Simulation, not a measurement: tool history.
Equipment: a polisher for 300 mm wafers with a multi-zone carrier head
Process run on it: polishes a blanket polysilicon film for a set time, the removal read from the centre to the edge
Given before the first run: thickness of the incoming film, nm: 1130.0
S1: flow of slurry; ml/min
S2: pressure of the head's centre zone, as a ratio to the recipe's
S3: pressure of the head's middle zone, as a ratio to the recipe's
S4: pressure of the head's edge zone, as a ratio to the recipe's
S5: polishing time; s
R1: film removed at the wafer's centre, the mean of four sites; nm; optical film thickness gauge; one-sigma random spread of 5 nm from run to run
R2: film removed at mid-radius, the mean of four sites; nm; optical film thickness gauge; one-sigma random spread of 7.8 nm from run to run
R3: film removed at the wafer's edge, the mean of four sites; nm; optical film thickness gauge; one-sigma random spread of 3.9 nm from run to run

run    day   S1    S2    S3    S4  S5      R1      R2      R3
  1  0.000  190  1.00  1.00  1.00  47  433.65  421.94  441.57
  2  0.342  190  1.00  1.00  1.00  40  373.50  370.39  372.98
  3  0.508  190  1.00  1.00  1.07  40  370.91  373.56  391.02
  4  0.667  210  1.05  1.02  1.06  44  438.27  425.03  429.23
  5  0.712  210  1.05  1.02  1.00  44  438.41  413.32  420.12
  6  0.750  225  1.09  1.04  1.00  47  495.27  463.65  443.83

Run 7 comes next. What will it give?
  7  0.817  235  1.12  1.03  1.02  49   ?   ?   ?

Run 7 measured R1 529.04 nm, R2 480.89 nm, R3 472.74 nm.

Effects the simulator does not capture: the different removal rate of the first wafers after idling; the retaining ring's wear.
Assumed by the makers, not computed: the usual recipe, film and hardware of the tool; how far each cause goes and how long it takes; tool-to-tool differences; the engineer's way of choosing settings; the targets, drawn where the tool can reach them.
